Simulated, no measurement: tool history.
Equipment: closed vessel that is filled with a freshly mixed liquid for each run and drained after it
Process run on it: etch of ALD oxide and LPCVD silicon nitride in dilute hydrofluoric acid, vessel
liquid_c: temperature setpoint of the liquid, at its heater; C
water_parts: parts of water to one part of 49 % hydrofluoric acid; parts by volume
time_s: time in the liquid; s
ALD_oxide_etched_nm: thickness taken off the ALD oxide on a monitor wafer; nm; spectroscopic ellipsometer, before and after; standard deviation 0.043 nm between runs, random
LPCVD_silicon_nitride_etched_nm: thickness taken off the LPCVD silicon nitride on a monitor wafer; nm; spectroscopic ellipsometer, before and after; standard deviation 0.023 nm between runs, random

run	day	liquid_c	water_parts	time_s	ALD_oxide_etched_nm	LPCVD_silicon_nitride_etched_nm
1	0	22	90	95	13.309	0.47415
2	0.275	22	90	70	9.8764	0.40209
3	0.421	22	110	70	7.8706	0.33183
4	0.775	22	110	40	4.479	0.17125
5	0.983	23.5	105	40	5.0644	0.20415
# day 1.35: hydrofluoric acid flow meter replaced
6	1.35	23.5	105	30	3.4547	0.14098
7	1.712	23	90	30	3.9821	0.15746

What does the tool deliver on the next run?
8	2.071	23.5	75	30	?	?

ALD_oxide_etched_nm: 4.9655 nm
LPCVD_silicon_nitride_etched_nm: 0.18594 nm

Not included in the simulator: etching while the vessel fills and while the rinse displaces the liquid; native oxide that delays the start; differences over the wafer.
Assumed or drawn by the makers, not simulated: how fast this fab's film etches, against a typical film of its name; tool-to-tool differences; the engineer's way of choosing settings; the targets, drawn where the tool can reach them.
